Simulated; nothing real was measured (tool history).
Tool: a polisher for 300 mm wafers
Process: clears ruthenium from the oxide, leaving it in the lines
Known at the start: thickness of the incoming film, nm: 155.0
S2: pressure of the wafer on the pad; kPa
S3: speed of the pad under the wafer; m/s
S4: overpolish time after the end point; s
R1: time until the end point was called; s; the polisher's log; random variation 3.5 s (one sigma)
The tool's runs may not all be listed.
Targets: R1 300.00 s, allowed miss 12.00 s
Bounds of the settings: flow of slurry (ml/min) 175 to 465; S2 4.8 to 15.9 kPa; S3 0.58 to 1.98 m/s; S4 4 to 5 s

Run 1, hour 0.0: flow of slurry (ml/min) 295, S2 10.3 kPa, S3 1.28 m/s, S4 5 s. Result: R1 184.50 s.
Run 2, hour 1.7: flow of slurry (ml/min) 295, S2 10.3 kPa, S3 1.04 m/s, S4 5 s. Result: R1 224.12 s.
Run 3, hour 5.6: flow of slurry (ml/min) 295, S2 10.3 kPa, S3 1.34 m/s, S4 5 s. Result: R1 173.76 s.
Run 4, hour 7.7: flow of slurry (ml/min) 295, S2 12.4 kPa, S3 1.34 m/s, S4 5 s. Result: R1 147.33 s.
Run 5, hour 12.6: flow of slurry (ml/min) 295, S2 12.4 kPa, S3 1.48 m/s, S4 5 s. Result: R1 133.78 s.
Run 6, hour 21.0: flow of slurry (ml/min) 295, S2 12.4 kPa, S3 1.48 m/s, S4 5 s. Result: R1 139.17 s.
Run 7, hour 23.1: flow of slurry (ml/min) 295, S2 12.4 kPa, S3 1.48 m/s, S4 5 s. Result: R1 136.11 s.
At hour 26.1: worn pad replaced by a new one.
Run 8, hour 26.1: flow of slurry (ml/min) 295, S2 10.3 kPa, S3 1.40 m/s, S4 5 s. Result: R1 156.94 s.
Run 9, hour 30.4: flow of slurry (ml/min) 290, S2 9.0 kPa, S3 1.26 m/s, S4 5 s. Result: R1 194.53 s.
Run 10, hour 38.6: flow of slurry (ml/min) 290, S2 8.3 kPa, S3 1.18 m/s, S4 5 s. Result: R1 221.25 s.
Run 11, hour 43.9: flow of slurry (ml/min) 290, S2 7.6 kPa, S3 1.14 m/s, S4 5 s. Result: R1 244.03 s.

4 next moves are on the table. One of them brings every result within its allowed miss. Which?
Run A, hour 49.2: flow of slurry (ml/min) 290, S2 8.3 kPa, S3 1.20 m/s, S4 5 s. Result: R1 ?.
Run B, hour 49.2: flow of slurry (ml/min) 260, S2 5.5 kPa, S3 1.06 m/s, S4 5 s. Result: R1 ?.
Run C, hour 49.2: flow of slurry (ml/min) 325, S2 9.0 kPa, S3 1.38 m/s, S4 4 s. Result: R1 ?.
Run D, hour 49.2: flow of slurry (ml/min) 190, S2 7.6 kPa, S3 0.96 m/s, S4 5 s. Result: R1 ?.

move      R1
   A  212.27
   B  320.61
   C  172.86
   D  295.37
A: further off than the last run
B: takes the result that was furthest off past its target
C: further off than the last run
D: meets every target
Answer: D

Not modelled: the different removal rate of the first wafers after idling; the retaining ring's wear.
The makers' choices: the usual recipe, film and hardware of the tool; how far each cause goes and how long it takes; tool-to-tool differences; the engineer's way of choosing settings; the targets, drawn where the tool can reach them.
